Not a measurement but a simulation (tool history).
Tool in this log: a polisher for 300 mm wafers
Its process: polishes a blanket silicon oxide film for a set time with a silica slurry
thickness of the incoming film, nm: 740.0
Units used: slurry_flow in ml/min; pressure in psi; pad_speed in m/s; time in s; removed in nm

run 1 day=0.000 | slurry_flow=215 pressure=5.3 pad_speed=1.22 slurry_solids=1.0 time=40 | removed=200.22
run 2 day=0.229 | slurry_flow=215 pressure=5.7 pad_speed=1.22 slurry_solids=1.0 time=40 | removed=208.89
run 3 day=0.417 | slurry_flow=215 pressure=5.7 pad_speed=1.22 slurry_solids=1.0 time=36 | removed=191.28
run 4 day=0.717 | slurry_flow=215 pressure=6.2 pad_speed=1.24 slurry_solids=1.0 time=36 | removed=209.91
run 5 day=1.088 | slurry_flow=215 pressure=4.9 pad_speed=1.24 slurry_solids=1.0 time=36 | removed=170.54
run 6 day=1.212 | slurry_flow=215 pressure=4.9 pad_speed=1.24 slurry_solids=1.0 time=40 | removed=186.31
run 7 day=1.579 | slurry_flow=215 pressure=5.4 pad_speed=1.24 slurry_solids=1.0 time=40 | removed=209.23
run 8 day=1.658 | slurry_flow=215 pressure=5.8 pad_speed=1.24 slurry_solids=1.0 time=40 | removed=217.55

Forecast run 9:
run 9 day=1.750 | slurry_flow=215 pressure=6.1 pad_speed=1.24 slurry_solids=1.0 time=40 | removed=?

removed: 227.41 nm
